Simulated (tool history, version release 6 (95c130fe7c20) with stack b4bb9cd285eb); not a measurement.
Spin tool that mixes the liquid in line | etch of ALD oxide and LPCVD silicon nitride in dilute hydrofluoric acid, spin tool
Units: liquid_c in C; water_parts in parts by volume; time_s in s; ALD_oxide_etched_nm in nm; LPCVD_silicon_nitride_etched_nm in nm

run,hour,liquid_c,water_parts,time_s,ALD_oxide_etched_nm,LPCVD_silicon_nitride_etched_nm
1,0,24,195,100,5.1146,0.27022
2,3.4,21,195,100,4.5546,0.19003
3,5.4,21,220,100,3.9142,0.20667
4,8.4,20,250,100,3.2089,0.16376
5,9.5,19.5,275,100,2.8162,0.12804
6,10.5,21,275,100,2.9884,0.15687
7,11.8,20,295,95,2.4965,0.17073

Run 8 comes next. What will it give?
8,14.4,19.5,310,95,?,?

Run 8 gave ALD_oxide_etched_nm 2.3198 nm, LPCVD_silicon_nitride_etched_nm 0.15763 nm.

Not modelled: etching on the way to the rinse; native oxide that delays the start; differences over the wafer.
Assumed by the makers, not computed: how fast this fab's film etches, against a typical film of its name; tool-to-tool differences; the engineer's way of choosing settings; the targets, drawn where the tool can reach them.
